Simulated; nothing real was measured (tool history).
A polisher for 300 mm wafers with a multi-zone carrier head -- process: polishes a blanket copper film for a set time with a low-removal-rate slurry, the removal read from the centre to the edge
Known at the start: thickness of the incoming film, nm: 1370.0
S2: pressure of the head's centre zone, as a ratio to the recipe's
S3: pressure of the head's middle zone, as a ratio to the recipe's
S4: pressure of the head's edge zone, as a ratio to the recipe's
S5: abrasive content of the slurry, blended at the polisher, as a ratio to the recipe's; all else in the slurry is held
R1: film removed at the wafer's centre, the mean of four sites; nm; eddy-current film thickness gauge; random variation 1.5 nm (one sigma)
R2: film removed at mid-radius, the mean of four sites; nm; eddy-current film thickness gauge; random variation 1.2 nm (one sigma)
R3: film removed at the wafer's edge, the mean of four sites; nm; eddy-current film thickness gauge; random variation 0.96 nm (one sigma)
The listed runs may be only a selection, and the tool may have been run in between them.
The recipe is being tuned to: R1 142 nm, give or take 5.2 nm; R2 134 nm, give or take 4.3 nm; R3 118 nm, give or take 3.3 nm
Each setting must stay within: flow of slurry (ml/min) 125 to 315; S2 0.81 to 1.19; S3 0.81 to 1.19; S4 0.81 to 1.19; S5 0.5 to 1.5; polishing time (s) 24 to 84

Run 1, hour 0: flow of slurry (ml/min) 205, S2 1, S3 1, S4 1, S5 1, polishing time (s) 54. Result: R1 156.81 nm, R2 157.19 nm, R3 155.52 nm.
Run 2, hour 8.7: flow of slurry (ml/min) 205, S2 1.01, S3 1, S4 0.98, S5 0.95, polishing time (s) 53. Result: R1 154.43 nm, R2 152.36 nm, R3 150.47 nm.
Run 3, hour 14.5: flow of slurry (ml/min) 205, S2 1.02, S3 1.01, S4 0.96, S5 0.9, polishing time (s) 52. Result: R1 148.04 nm, R2 150.27 nm, R3 145.31 nm.
Run 4, hour 17.4: flow of slurry (ml/min) 210, S2 1.04, S3 1.01, S4 0.94, S5 0.85, polishing time (s) 51. Result: R1 147.73 nm, R2 142.62 nm, R3 140.73 nm.
Run 5, hour 24.5: flow of slurry (ml/min) 210, S2 1.04, S3 1.07, S4 0.94, S5 0.85, polishing time (s) 51. Result: R1 149.79 nm, R2 150.45 nm, R3 141.1 nm.
Run 6, hour 29.2: flow of slurry (ml/min) 210, S2 1.05, S3 1.08, S4 0.92, S5 0.8, polishing time (s) 50. Result: R1 145.06 nm, R2 146.05 nm, R3 133.23 nm.
Run 7, hour 35.5: flow of slurry (ml/min) 205, S2 1.06, S3 1.08, S4 0.9, S5 0.8, polishing time (s) 50. Result: R1 143.91 nm, R2 145.18 nm, R3 131.84 nm.
Run 8, hour 42.3: flow of slurry (ml/min) 200, S2 1.07, S3 1.08, S4 0.89, S5 0.8, polishing time (s) 50. Result: R1 142.37 nm, R2 144.96 nm, R3 131.07 nm.
Run 9, hour 50.1: flow of slurry (ml/min) 200, S2 1.08, S3 1.08, S4 0.88, S5 0.75, polishing time (s) 50. Result: R1 142.4 nm, R2 142.64 nm, R3 128.67 nm.
Run 10, hour 52.2: flow of slurry (ml/min) 165, S2 1.13, S3 1.07, S4 0.81, S5 0.6, polishing time (s) 50. Result: R1 135.2 nm, R2 131.3 nm, R3 115.41 nm.
Run 11, hour 55.9: flow of slurry (ml/min) 170, S2 1.13, S3 1.07, S4 0.81, S5 0.6, polishing time (s) 50. Result: R1 134.3 nm, R2 131.91 nm, R3 114.91 nm.

4 candidate next runs follow, results not yet known. Just one meets every target within its allowed miss. Identify it.
Run A, hour 59.6: flow of slurry (ml/min) 175, S2 1.07, S3 1.19, S4 0.81, S5 0.6, polishing time (s) 48. Result: R1 ?, R2 ?, R3 ?.
Run B, hour 59.6: flow of slurry (ml/min) 150, S2 1.19, S3 1.09, S4 0.82, S5 0.65, polishing time (s) 49. Result: R1 ?, R2 ?, R3 ?.
Run C, hour 59.6: flow of slurry (ml/min) 155, S2 0.99, S3 1.1, S4 0.84, S5 0.5, polishing time (s) 54. Result: R1 ?, R2 ?, R3 ?.
Run D, hour 59.6: flow of slurry (ml/min) 180, S2 1.14, S3 1.06, S4 0.81, S5 0.65, polishing time (s) 50. Result: R1 ?, R2 ?, R3 ?.

move      R1      R2      R3
   A  125.68  137.03  109.47
   B  137.92  128.33  112.26
   C  122.87  133.84  116.86
   D  141.53  132.65  117.12
A: the biggest miss grows against the last run
B: the furthest-off result lands on target, but another misses its tolerance
C: the biggest miss grows against the last run
D: in spec on every target
Go with D: it meets all targets.

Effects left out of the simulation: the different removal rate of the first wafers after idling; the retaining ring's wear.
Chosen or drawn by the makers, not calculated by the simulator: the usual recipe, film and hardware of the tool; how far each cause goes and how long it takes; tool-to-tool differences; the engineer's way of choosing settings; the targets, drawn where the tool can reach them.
